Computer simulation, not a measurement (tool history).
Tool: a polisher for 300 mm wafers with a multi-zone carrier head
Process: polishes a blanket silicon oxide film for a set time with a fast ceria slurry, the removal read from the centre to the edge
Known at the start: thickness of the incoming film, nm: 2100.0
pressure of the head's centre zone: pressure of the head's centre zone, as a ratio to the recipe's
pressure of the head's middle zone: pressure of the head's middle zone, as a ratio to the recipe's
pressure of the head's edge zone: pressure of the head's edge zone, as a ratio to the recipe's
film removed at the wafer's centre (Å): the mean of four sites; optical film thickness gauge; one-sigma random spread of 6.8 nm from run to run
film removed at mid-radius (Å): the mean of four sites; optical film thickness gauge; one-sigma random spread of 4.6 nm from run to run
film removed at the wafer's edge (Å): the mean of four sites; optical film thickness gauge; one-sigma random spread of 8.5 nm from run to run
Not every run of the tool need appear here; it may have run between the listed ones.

run  hour  flow of slurry (ml/min)  pressure of the head's centre zone  pressure of the head's middle zone  pressure of the head's edge zone  polishing time (s)  film removed at the wafer's centre (Å)  film removed at mid-radius (Å)  film removed at the wafer's edge (Å)
  1   0.0                      145                                1.00                                1.00                              1.00                  64                                  4700.2                          4737.0                                4543.2
  2   7.3                      145                                1.00                                1.00                              0.92                  64                                  4602.5                          4656.9                                4566.8
  3  13.0                      145                                1.00                                1.00                              0.89                  64                                  4598.0                          4696.7                                4518.0
  4  17.9                      145                                1.00                                0.93                              0.89                  64                                  4695.3                          4375.6                                4421.8
  5  19.9                      125                                1.00                                0.93                              0.89                  64                                  4503.9                          4309.5                                4380.0
  6  23.1                      125                                1.00                                0.93                              0.89                  72                                  5003.2                          4778.5                                5021.6

What will run 7 give?
  7  23.9                      130                                1.01                                0.95                              0.90                  77                                       ?                               ?                                     ?

film removed at the wafer's centre (Å): 5626.4
film removed at mid-radius (Å): 5320.7
film removed at the wafer's edge (Å): 5268.5

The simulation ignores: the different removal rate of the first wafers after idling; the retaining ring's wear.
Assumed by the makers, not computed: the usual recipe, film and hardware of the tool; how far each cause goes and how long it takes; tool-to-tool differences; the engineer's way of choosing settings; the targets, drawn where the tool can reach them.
